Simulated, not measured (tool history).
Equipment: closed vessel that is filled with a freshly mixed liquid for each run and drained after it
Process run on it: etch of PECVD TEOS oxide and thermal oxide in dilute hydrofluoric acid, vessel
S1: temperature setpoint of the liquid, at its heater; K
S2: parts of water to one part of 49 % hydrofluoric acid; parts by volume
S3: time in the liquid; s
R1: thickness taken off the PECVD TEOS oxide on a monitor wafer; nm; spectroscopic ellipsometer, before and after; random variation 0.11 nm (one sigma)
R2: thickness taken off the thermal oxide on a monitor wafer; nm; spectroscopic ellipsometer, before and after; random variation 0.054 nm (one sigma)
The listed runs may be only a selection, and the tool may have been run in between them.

{"run": 1, "hour": 0.0, "S1": 295.15, "S2": 170, "S3": 70, "R1": 6.9538, "R2": 1.6491}
{"run": 2, "hour": 5.5, "S1": 293.65, "S2": 170, "S3": 70, "R1": 6.6218, "R2": 1.5843}
{"run": 3, "hour": 6.5, "S1": 295.65, "S2": 160, "S3": 70, "R1": 7.6611, "R2": 1.8708}
{"run": 4, "hour": 10.7, "S1": 297.15, "S2": 150, "S3": 70, "R1": 8.7522, "R2": 2.0798}
{"run": 5, "hour": 13.8, "S1": 295.65, "S2": 150, "S3": 70, "R1": 8.4913, "R2": 2.0419}
{"run": 6, "hour": 16.7, "S1": 297.65, "S2": 145, "S3": 70, "R1": 9.4796, "R2": 2.2216}
{"run": 7, "hour": 19.8, "S1": 298.65, "S2": 140, "S3": 70, "R1": 10.069, "R2": 2.4046}

What will run 8 give?
{"run": 8, "hour": 26.3, "S1": 299.65, "S2": 140, "S3": 70, "R1": "?", "R2": "?"}

R1: 10.52 nm
R2: 2.5589 nm
